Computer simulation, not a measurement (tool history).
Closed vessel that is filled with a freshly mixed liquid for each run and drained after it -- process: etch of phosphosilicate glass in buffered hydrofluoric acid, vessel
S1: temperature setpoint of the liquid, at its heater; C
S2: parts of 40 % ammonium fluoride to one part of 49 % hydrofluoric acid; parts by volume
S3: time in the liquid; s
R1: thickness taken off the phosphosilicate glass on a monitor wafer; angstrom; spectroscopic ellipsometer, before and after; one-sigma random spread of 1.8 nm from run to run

{"run": 1, "day": 0.0, "S1": 23, "S2": 10.5, "S3": 90, "R1": 4803.7}
{"run": 2, "day": 0.05, "S1": 23, "S2": 13.5, "S3": 90, "R1": 3746.2}
{"run": 3, "day": 0.167, "S1": 24.5, "S2": 13.5, "S3": 90, "R1": 4080}
{"run": 4, "day": 0.354, "S1": 24.5, "S2": 15, "S3": 90, "R1": 3669.2}
{"run": 5, "day": 0.546, "S1": 24.5, "S2": 15, "S3": 95, "R1": 3866.7}
{"run": 6, "day": 0.829, "S1": 24, "S2": 15, "S3": 95, "R1": 3822.7}
{"run": 7, "day": 0.967, "S1": 23.5, "S2": 15, "S3": 95, "R1": 3663.2}

For run 8, what comes out?
{"run": 8, "day": 1.067, "S1": 23, "S2": 15, "S3": 95, "R1": "?"}

For run 8 the tool returned R1 3563.6 angstrom.

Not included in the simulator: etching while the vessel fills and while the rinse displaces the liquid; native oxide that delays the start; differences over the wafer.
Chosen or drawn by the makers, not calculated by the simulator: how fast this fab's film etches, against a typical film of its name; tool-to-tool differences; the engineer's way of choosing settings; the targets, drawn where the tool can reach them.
